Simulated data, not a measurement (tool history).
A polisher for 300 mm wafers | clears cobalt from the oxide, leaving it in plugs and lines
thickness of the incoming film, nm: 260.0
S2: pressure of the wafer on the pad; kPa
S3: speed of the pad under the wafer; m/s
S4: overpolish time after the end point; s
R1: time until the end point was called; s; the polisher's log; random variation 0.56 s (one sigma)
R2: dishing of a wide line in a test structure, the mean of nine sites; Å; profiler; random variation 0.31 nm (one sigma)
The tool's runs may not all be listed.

Run 1, hour 0.0: flow of slurry (ml/min) 155, S2 12.4 kPa, S3 1.10 m/s, S4 16 s. Result: R1 50.793 s, R2 267.64 Å.
Run 2, hour 8.5: flow of slurry (ml/min) 150, S2 11.7 kPa, S3 1.10 m/s, S4 13 s. Result: R1 53.449 s, R2 254.42 Å.
Run 3, hour 10.0: flow of slurry (ml/min) 135, S2 11.7 kPa, S3 1.10 m/s, S4 11 s. Result: R1 53.947 s, R2 244.03 Å.
Run 4, hour 14.9: flow of slurry (ml/min) 125, S2 11.7 kPa, S3 1.10 m/s, S4 9 s. Result: R1 55.317 s, R2 225.58 Å.
Run 5, hour 20.8: flow of slurry (ml/min) 125, S2 9.7 kPa, S3 1.10 m/s, S4 9 s. Result: R1 65.478 s, R2 205.94 Å.
Run 6, hour 24.7: flow of slurry (ml/min) 125, S2 6.9 kPa, S3 1.10 m/s, S4 9 s. Result: R1 90.700 s, R2 167.49 Å.
Run 7, hour 29.5: flow of slurry (ml/min) 165, S2 9.7 kPa, S3 1.26 m/s, S4 5 s. Result: R1 56.427 s, R2 159.93 Å.
Run 8, hour 30.5: flow of slurry (ml/min) 155, S2 9.7 kPa, S3 1.26 m/s, S4 6 s. Result: R1 56.380 s, R2 179.25 Å.
Run 9, hour 38.6: flow of slurry (ml/min) 150, S2 9.7 kPa, S3 1.26 m/s, S4 6 s. Result: R1 56.709 s, R2 177.43 Å.
Run 10, hour 41.0: flow of slurry (ml/min) 145, S2 9.7 kPa, S3 1.26 m/s, S4 6 s. Result: R1 57.289 s, R2 177.22 Å.
Run 11, hour 43.9: flow of slurry (ml/min) 140, S2 9.7 kPa, S3 1.26 m/s, S4 6 s. Result: R1 57.685 s, R2 177.72 Å.
Run 12, hour 52.8: flow of slurry (ml/min) 135, S2 9.7 kPa, S3 1.26 m/s, S4 6 s. Result: R1 57.305 s, R2 175.19 Å.

The next listed run, before its measurement:
Run 13, hour 60.1: flow of slurry (ml/min) 140, S2 9.0 kPa, S3 1.26 m/s, S4 14 s. Result: R1 ?, R2 ?.

R1: 61.587 s
R2: 250.33 Å
